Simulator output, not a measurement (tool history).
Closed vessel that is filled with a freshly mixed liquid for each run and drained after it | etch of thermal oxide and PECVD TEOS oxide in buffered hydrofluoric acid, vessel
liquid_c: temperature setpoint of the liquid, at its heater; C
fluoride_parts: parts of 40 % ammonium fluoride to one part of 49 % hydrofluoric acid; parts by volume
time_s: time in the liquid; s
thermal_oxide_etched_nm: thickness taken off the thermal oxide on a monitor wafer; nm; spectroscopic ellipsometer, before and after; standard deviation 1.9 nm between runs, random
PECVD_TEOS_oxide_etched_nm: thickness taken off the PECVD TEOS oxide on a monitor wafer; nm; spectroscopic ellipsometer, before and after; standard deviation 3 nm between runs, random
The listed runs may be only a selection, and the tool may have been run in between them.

| run | hour | liquid_c | fluoride_parts | time_s | thermal_oxide_etched_nm | PECVD_TEOS_oxide_etched_nm |
|---|---|---|---|---|---|---|
| 1 | 0 | 25 | 8.5 | 60 | 91.41 | 125.31 |
| 2 | 3.2 | 22 | 8.5 | 60 | 76.273 | 107.35 |
| 3 | 11.6 | 23 | 8 | 60 | 85.865 | 121.55 |
| 4 | 16 | 23 | 8 | 75 | 105.98 | 150.7 |
| 5 | 22.1 | 23 | 9 | 75 | 96.307 | 133.89 |
| 6 | 25.9 | 23 | 9 | 50 | 62.354 | 88.425 |
| 7 | 28.8 | 24 | 8.5 | 50 | 71.664 | 100.41 |
| 8 | 31.3 | 25 | 8 | 50 | 79.286 | 111.01 |
| 9 | 33.9 | 26 | 7.5 | 50 | 91.301 | 125.08 |
| 10 | 37.8 | 26.5 | 7 | 55 | 111.3 | 152.05 |
| 11 | 45.8 | 27 | 7 | 55 | 112.15 | 156.65 |
| 12 | 49.3 | 27.5 | 7 | 55 | 115.24 | 158.9 |
| 13 | 57.5 | 28 | 7 | 55 | 118.76 | 163.96 |
| 14 | 66.3 | 28.5 | 7 | 55 | 122.42 | 171.59 |

What will run 15 give?
| 15 | 67.5 | 32 | 5 | 65 | ? | ? |

thermal_oxide_etched_nm: 231.7 nm
PECVD_TEOS_oxide_etched_nm: 322.85 nm
